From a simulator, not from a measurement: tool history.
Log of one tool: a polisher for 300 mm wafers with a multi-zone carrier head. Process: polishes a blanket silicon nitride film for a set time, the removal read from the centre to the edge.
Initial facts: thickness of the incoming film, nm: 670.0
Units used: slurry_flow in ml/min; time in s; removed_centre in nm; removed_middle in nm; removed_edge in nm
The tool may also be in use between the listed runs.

| run | hour | slurry_flow | centre_zone | middle_zone | edge_zone | time | removed_centre | removed_middle | removed_edge |
|---|---|---|---|---|---|---|---|---|---|
| 1 | 0 | 280 | 1 | 1 | 1 | 33 | 59.188 | 60.284 | 60.529 |
| 2 | 6.6 | 240 | 1 | 1 | 1 | 33 | 59.532 | 58.85 | 59.699 |
| 3 | 7.4 | 235 | 0.97 | 0.99 | 0.98 | 29 | 49.503 | 50.883 | 51.931 |
| 4 | 15.9 | 235 | 0.97 | 0.99 | 1.04 | 29 | 49.665 | 51.207 | 54.074 |
| 5 | 24.6 | 235 | 0.97 | 0.99 | 1.04 | 36 | 61.536 | 63.557 | 66.941 |
| 6 | 29.4 | 235 | 0.97 | 0.99 | 1.08 | 36 | 61.084 | 62.263 | 67.193 |
| 7 | 32.5 | 235 | 0.97 | 0.99 | 1.05 | 31 | 51.775 | 53.422 | 57.331 |
| 8 | 35.7 | 230 | 0.96 | 0.99 | 1.01 | 28 | 47.616 | 49.163 | 50.68 |

Predict the results of run 9:
| 9 | 40.7 | 225 | 0.94 | 0.97 | 0.98 | 26 | ? | ? | ? |

{"run 9": {"removed_centre": 43.956, "removed_middle": 44.099, "removed_edge": 45.971}}

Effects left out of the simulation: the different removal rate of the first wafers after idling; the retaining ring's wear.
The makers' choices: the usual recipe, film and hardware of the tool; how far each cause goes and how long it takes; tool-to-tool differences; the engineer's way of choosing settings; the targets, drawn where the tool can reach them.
